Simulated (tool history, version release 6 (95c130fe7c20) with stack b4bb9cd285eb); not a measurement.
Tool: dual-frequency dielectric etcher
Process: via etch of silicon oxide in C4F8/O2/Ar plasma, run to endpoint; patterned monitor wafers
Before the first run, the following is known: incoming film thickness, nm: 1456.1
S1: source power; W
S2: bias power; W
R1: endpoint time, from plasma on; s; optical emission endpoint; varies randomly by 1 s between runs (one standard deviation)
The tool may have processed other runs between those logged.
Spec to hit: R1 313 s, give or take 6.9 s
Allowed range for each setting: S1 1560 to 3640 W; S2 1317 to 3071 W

{"run": 1, "hour": 0.0, "S1": 2600, "S2": 2194, "R1": 251.51}
{"run": 2, "hour": 7.9, "S1": 2600, "S2": 1959, "R1": 259.26}
{"run": 3, "hour": 8.7, "S1": 2600, "S2": 2173, "R1": 252.58}
{"run": 4, "hour": 11.0, "S1": 3010, "S2": 2173, "R1": 240.1}
{"run": 5, "hour": 17.3, "S1": 2660, "S2": 1965, "R1": 257.19}
{"run": 6, "hour": 23.1, "S1": 2400, "S2": 1822, "R1": 268.96}
{"hour": 29.1, "done": "source power generator calibrated"}
{"run": 7, "hour": 29.1, "S1": 2190, "S2": 1695, "R1": 287.22}
{"run": 8, "hour": 31.1, "S1": 2070, "S2": 1669, "R1": 293.15}
{"run": 9, "hour": 38.5, "S1": 1980, "S2": 1649, "R1": 300.47}
{"run": 10, "hour": 46.0, "S1": 1930, "S2": 1639, "R1": 303.51}

5 candidate next runs follow, results not yet known. Just one meets every target within its allowed miss. Identify it.
{"run": "A", "hour": 53.5, "S1": 1560, "S2": 1498, "R1": "?"}
{"run": "B", "hour": 53.5, "S1": 1690, "S2": 1713, "R1": "?"}
{"run": "C", "hour": 53.5, "S1": 2030, "S2": 1595, "R1": "?"}
{"run": "D", "hour": 53.5, "S1": 2140, "S2": 1666, "R1": "?"}
{"run": "E", "hour": 53.5, "S1": 1560, "S2": 1631, "R1": "?"}

move=A R1=330.42
move=B R1=312.96
move=C R1=298.37
move=D R1=290.35
move=E R1=324.73
A: takes the biggest miss from the last run beyond its target
B: every result within its allowed miss
C: its largest miss is bigger than the last run's
D: its largest miss is bigger than the last run's
E: takes the biggest miss from the last run beyond its target
Go with B: it meets all targets.

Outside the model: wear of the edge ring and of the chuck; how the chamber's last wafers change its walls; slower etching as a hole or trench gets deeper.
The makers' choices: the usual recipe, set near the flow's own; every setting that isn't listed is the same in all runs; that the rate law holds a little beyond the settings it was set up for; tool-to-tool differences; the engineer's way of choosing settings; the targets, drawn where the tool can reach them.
